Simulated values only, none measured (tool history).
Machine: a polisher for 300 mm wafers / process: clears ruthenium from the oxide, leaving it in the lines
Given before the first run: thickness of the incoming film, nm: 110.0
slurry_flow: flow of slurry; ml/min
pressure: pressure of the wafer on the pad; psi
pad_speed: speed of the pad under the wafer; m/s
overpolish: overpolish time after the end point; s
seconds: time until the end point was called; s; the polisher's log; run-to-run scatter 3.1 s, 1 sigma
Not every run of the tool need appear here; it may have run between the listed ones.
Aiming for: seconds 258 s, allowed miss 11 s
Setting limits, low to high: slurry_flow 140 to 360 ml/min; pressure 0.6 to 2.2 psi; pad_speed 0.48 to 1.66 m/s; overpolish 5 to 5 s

run 1 hour=0 | slurry_flow=230 pressure=1.4 pad_speed=1.06 overpolish=5 | seconds=149.15
run 2 hour=0.9 | slurry_flow=280 pressure=1.4 pad_speed=1.06 overpolish=5 | seconds=143.46
run 3 hour=8.1 | slurry_flow=275 pressure=1.2 pad_speed=1.04 overpolish=5 | seconds=174.06
run 4 hour=11.3 | slurry_flow=275 pressure=1.2 pad_speed=1.18 overpolish=5 | seconds=151.35
run 5 hour=15.6 | slurry_flow=275 pressure=1.2 pad_speed=1.06 overpolish=5 | seconds=170.57
run 6 hour=17.7 | slurry_flow=275 pressure=1.2 pad_speed=0.86 overpolish=5 | seconds=207.35
run 7 hour=20.2 | slurry_flow=275 pressure=1.1 pad_speed=0.86 overpolish=5 | seconds=226.43
run 8 hour=28.2 | slurry_flow=270 pressure=1 pad_speed=0.86 overpolish=5 | seconds=247.49

Pick the move, out of 5, that brings all results within their allowed miss; only one does.
run A hour=36.2 | slurry_flow=240 pressure=1.3 pad_speed=0.78 overpolish=5 | seconds=?
run B hour=36.2 | slurry_flow=355 pressure=1 pad_speed=0.88 overpolish=5 | seconds=?
run C hour=36.2 | slurry_flow=320 pressure=1 pad_speed=0.9 overpolish=5 | seconds=?
run D hour=36.2 | slurry_flow=290 pressure=0.6 pad_speed=1.24 overpolish=5 | seconds=?
run E hour=36.2 | slurry_flow=260 pressure=1.1 pad_speed=0.74 overpolish=5 | seconds=?

move=A seconds=216.43
move=B seconds=238.85
move=C seconds=235.74
move=D seconds=282.74
move=E seconds=265
A: its largest miss is bigger than the last run's
B: its largest miss is bigger than the last run's
C: its largest miss is bigger than the last run's
D: takes the biggest miss from the last run beyond its target
E: meets every target
Move E is the one to make.
